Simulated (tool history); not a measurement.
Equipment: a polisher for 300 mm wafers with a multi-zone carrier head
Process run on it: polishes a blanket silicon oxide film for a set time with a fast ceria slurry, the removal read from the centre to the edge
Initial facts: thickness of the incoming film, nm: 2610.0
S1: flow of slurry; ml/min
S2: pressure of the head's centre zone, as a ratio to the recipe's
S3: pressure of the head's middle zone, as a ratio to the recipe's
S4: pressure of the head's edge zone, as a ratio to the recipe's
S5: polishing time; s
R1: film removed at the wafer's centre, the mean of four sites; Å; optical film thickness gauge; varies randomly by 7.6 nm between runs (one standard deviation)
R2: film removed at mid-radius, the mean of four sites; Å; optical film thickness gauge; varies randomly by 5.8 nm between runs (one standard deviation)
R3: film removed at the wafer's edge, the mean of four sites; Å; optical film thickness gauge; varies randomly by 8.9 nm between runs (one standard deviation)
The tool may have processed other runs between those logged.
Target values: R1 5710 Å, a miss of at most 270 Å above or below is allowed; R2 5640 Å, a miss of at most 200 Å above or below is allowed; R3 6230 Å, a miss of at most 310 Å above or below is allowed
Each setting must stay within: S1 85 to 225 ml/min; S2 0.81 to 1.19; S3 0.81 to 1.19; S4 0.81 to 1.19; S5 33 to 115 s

| run | day | S1 | S2 | S3 | S4 | S5 | R1 | R2 | R3 |
|---|---|---|---|---|---|---|---|---|---|
| 1 | 0 | 145 | 1 | 1 | 1 | 73 | 9700.3 | 9786.5 | 9842.7 |
| 2 | 0.325 | 145 | 1 | 1 | 0.92 | 73 | 9724.2 | 9626.2 | 9458.2 |
| 3 | 0.683 | 135 | 0.97 | 0.97 | 0.91 | 66 | 8348.8 | 8499.9 | 8327.7 |
| 4 | 0.85 | 125 | 0.96 | 0.93 | 0.93 | 61 | 7615.5 | 7399.3 | 7851.7 |
| 5 | 1.1 | 125 | 0.96 | 0.93 | 1.02 | 61 | 7463 | 7340.6 | 8009.7 |
| 6 | 1.15 | 120 | 0.94 | 0.92 | 1 | 58 | 6865.9 | 6961.5 | 7698.6 |
| 7 | 1.362 | 120 | 0.93 | 0.91 | 0.97 | 55 | 6538.7 | 6651.4 | 7121 |
| 8 | 1.396 | 115 | 0.92 | 0.89 | 0.95 | 54 | 6333.7 | 6220.3 | 6910.5 |
| 9 | 1.471 | 110 | 0.91 | 0.88 | 0.93 | 53 | 6035.9 | 6054.6 | 6537.3 |
| 10 | 1.654 | 105 | 0.91 | 0.87 | 0.93 | 53 | 5975.7 | 5887.6 | 6572.9 |
| 11 | 1.992 | 100 | 0.91 | 0.87 | 0.92 | 53 | 5834.8 | 5942.4 | 6464.2 |

Below are 5 possible settings for the next run. Only one of them brings all results inside the allowed miss of their targets. Which is it?
| A | 2.329 | 90 | 0.92 | 0.86 | 0.88 | 53 | ? | ? | ? |
| B | 2.329 | 110 | 0.92 | 0.85 | 0.92 | 54 | ? | ? | ? |
| C | 2.329 | 115 | 0.96 | 0.95 | 0.9 | 50 | ? | ? | ? |
| D | 2.329 | 85 | 0.91 | 0.88 | 0.95 | 58 | ? | ? | ? |
| E | 2.329 | 85 | 0.95 | 0.96 | 0.81 | 56 | ? | ? | ? |

| move | R1 | R2 | R3 |
|---|---|---|---|
| A | 5633 | 5626.5 | 6318.5 |
| B | 6069.2 | 5964.7 | 6790.2 |
| C | 5936.1 | 6061.4 | 6258.6 |
| D | 5991.3 | 6169.3 | 7090.2 |
| E | 6044.2 | 6360.6 | 6362.4 |
A: meets every target
B: the biggest miss grows against the last run
C: the biggest miss grows against the last run
D: the biggest miss grows against the last run
E: the biggest miss grows against the last run
A is the move that brings every result within its allowed miss.
